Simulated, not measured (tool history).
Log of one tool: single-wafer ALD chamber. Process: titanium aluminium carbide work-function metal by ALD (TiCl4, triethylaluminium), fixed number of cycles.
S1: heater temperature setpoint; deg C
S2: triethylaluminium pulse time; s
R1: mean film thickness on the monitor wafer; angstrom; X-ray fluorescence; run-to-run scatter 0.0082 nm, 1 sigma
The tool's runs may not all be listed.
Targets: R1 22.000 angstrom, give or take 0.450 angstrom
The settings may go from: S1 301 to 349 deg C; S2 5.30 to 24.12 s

run  hour   S1     S2      R1
  1   0.0  325  14.71  24.021
  2   2.6  325  17.55  24.063
  3   4.9  325  19.93  24.177
  4   5.9  321  19.67  23.879
  5   8.2  331  19.67  24.821
  6   9.4  322  19.67  23.807
  7  15.0  322  19.67  23.852
  8  21.9  318  19.49  23.469
  9  29.2  315  19.32  22.949

4 candidate next runs follow, results not yet known. Just one meets every target within its allowed miss. Identify it.
  A  36.5  314  20.02   ?
  B  36.5  312  17.70   ?
  C  36.5  306  19.60   ?
  D  36.5  313  18.04   ?

move      R1
   A  22.952
   B  22.712
   C  22.081
   D  22.826
A: no better and no worse than the last run
B: an improvement on the last run, though not all results are within tolerance
C: hits every target within its allowed miss
D: an improvement on the last run, though not all results are within tolerance
Move C is the one to make.
